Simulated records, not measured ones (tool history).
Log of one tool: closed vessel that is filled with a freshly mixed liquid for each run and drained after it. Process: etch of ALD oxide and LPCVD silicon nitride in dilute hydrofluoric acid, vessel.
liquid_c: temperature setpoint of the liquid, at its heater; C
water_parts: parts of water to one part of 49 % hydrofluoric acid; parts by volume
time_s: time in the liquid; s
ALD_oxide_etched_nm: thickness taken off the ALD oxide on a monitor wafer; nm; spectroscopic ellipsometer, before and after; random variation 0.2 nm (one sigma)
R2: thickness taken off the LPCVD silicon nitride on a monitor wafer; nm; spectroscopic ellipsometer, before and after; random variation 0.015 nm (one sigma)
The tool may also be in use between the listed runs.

{"run": 1, "hour": 0.0, "liquid_c": 23, "water_parts": 60, "time_s": 60, "ALD_oxide_etched_nm": 26.759, "R2": 0.38467}
{"run": 2, "hour": 3.5, "liquid_c": 25.5, "water_parts": 60, "time_s": 60, "ALD_oxide_etched_nm": 30.585, "R2": 0.49734}
{"run": 3, "hour": 10.8, "liquid_c": 25.5, "water_parts": 50, "time_s": 60, "ALD_oxide_etched_nm": 36.774, "R2": 0.61053}
{"run": 4, "hour": 18.3, "liquid_c": 24, "water_parts": 50, "time_s": 60, "ALD_oxide_etched_nm": 34.051, "R2": 0.48077}
{"run": 5, "hour": 25.4, "liquid_c": 23.5, "water_parts": 55, "time_s": 60, "ALD_oxide_etched_nm": 30.997, "R2": 0.45174}
{"hour": 32.7, "done": "thermometer replaced"}
{"run": 6, "hour": 32.7, "liquid_c": 23, "water_parts": 60, "time_s": 60, "ALD_oxide_etched_nm": 28.534, "R2": 0.439}

Run 7 comes next. What will it give?
{"run": 7, "hour": 40.3, "liquid_c": 23, "water_parts": 60, "time_s": 60, "ALD_oxide_etched_nm": "?", "R2": "?"}

ALD_oxide_etched_nm: 28.868 nm
R2: 0.4076 nm

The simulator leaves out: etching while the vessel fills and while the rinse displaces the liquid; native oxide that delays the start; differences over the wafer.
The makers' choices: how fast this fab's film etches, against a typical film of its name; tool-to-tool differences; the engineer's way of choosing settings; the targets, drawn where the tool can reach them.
